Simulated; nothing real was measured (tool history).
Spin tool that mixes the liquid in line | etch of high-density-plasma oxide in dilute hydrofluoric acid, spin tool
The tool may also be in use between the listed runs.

| run | hour | temperature setpoint of the liquid (°C) | parts of water to one part of 49 % hydrofluoric acid (parts by volume) | time under the liquid (s) | thickness taken off the high-density-plasma oxide on a monitor wafer (nm) |
|---|---|---|---|---|---|
| 1 | 0.0 | 24.0 | 235 | 35 | 1.10150 |
| 2 | 5.3 | 24.0 | 285 | 35 | 0.87072 |
| 3 | 8.7 | 21.0 | 285 | 35 | 0.77557 |
| 4 | 13.3 | 24.0 | 250 | 35 | 1.02380 |
| 5 | 14.5 | 26.5 | 225 | 35 | 1.28070 |
| 6 | 15.4 | 26.5 | 225 | 35 | 1.28020 |

Run 7, settings as shown, results not yet in. Your forecast:
| 7 | 22.5 | 28.0 | 210 | 35 | ? |

thickness taken off the high-density-plasma oxide on a monitor wafer (nm): 1.46070

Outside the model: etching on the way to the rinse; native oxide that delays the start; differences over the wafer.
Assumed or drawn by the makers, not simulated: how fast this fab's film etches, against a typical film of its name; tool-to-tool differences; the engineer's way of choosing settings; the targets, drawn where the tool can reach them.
